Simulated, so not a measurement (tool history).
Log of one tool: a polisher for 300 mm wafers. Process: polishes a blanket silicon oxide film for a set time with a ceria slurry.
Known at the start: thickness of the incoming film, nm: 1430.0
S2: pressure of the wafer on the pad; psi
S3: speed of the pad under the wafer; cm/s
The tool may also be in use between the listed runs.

{"run": 1, "hour": 0.0, "flow of slurry (ml/min)": 245, "S2": 2.6, "S3": 142, "polishing time (s)": 48, "film removed (angstrom)": 2237.4}
{"run": 2, "hour": 3.0, "flow of slurry (ml/min)": 245, "S2": 2.6, "S3": 156, "polishing time (s)": 48, "film removed (angstrom)": 2382.5}
{"run": 3, "hour": 6.9, "flow of slurry (ml/min)": 200, "S2": 2.6, "S3": 156, "polishing time (s)": 48, "film removed (angstrom)": 2335.9}
{"run": 4, "hour": 10.0, "flow of slurry (ml/min)": 200, "S2": 2.6, "S3": 174, "polishing time (s)": 48, "film removed (angstrom)": 2571.8}
{"run": 5, "hour": 16.1, "flow of slurry (ml/min)": 210, "S2": 2.7, "S3": 174, "polishing time (s)": 48, "film removed (angstrom)": 2642.2}
{"run": 6, "hour": 20.8, "flow of slurry (ml/min)": 215, "S2": 2.8, "S3": 174, "polishing time (s)": 48, "film removed (angstrom)": 2740.5}
{"run": 7, "hour": 26.5, "flow of slurry (ml/min)": 220, "S2": 2.9, "S3": 174, "polishing time (s)": 48, "film removed (angstrom)": 2874}

Run 8 comes next. What will it give?
{"run": 8, "hour": 31.3, "flow of slurry (ml/min)": 225, "S2": 3, "S3": 174, "polishing time (s)": 48, "film removed (angstrom)": "?"}

{"run 8": {"film removed (angstrom)": 2969.5}}

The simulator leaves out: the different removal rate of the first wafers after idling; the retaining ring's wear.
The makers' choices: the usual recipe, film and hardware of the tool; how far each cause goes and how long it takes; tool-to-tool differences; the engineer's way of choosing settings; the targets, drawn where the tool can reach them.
